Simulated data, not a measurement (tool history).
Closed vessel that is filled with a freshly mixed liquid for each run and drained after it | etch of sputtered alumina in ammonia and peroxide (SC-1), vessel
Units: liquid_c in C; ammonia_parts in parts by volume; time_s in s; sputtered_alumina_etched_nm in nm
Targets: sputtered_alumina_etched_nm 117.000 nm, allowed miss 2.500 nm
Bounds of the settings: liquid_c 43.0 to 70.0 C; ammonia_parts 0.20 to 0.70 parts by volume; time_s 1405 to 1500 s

run 1 hour=0.0 | liquid_c=59.0 ammonia_parts=0.40 time_s=1405 | sputtered_alumina_etched_nm=97.133
run 2 hour=8.7 | liquid_c=59.0 ammonia_parts=0.35 time_s=1405 | sputtered_alumina_etched_nm=95.806
run 3 hour=9.8 | liquid_c=59.0 ammonia_parts=0.35 time_s=1405 | sputtered_alumina_etched_nm=95.837
run 4 hour=12.4 | liquid_c=60.0 ammonia_parts=0.35 time_s=1405 | sputtered_alumina_etched_nm=101.090
run 5 hour=15.0 | liquid_c=60.5 ammonia_parts=0.35 time_s=1405 | sputtered_alumina_etched_nm=102.950
run 6 hour=19.2 | liquid_c=64.5 ammonia_parts=0.35 time_s=1405 | sputtered_alumina_etched_nm=127.240
run 7 hour=23.7 | liquid_c=64.0 ammonia_parts=0.35 time_s=1405 | sputtered_alumina_etched_nm=123.400
-- hour=30.1 ammonia flow meter replaced
run 8 hour=30.1 | liquid_c=63.5 ammonia_parts=0.35 time_s=1405 | sputtered_alumina_etched_nm=120.250

5 next moves are on the table. One of them brings every result within its allowed miss. Which?
run A hour=36.5 | liquid_c=62.5 ammonia_parts=0.30 time_s=1405 | sputtered_alumina_etched_nm=?
run B hour=36.5 | liquid_c=62.5 ammonia_parts=0.20 time_s=1440 | sputtered_alumina_etched_nm=?
run C hour=36.5 | liquid_c=63.0 ammonia_parts=0.30 time_s=1430 | sputtered_alumina_etched_nm=?
run D hour=36.5 | liquid_c=62.0 ammonia_parts=0.20 time_s=1500 | sputtered_alumina_etched_nm=?
run E hour=36.5 | liquid_c=61.5 ammonia_parts=0.40 time_s=1425 | sputtered_alumina_etched_nm=?

move=A sputtered_alumina_etched_nm=111.790
move=B sputtered_alumina_etched_nm=110.250
move=C sputtered_alumina_etched_nm=116.680
move=D sputtered_alumina_etched_nm=111.970
move=E sputtered_alumina_etched_nm=110.750
A: takes the result that was furthest off past its target
B: takes the result that was furthest off past its target
C: meets every target
D: takes the result that was furthest off past its target
E: takes the result that was furthest off past its target
Answer: C
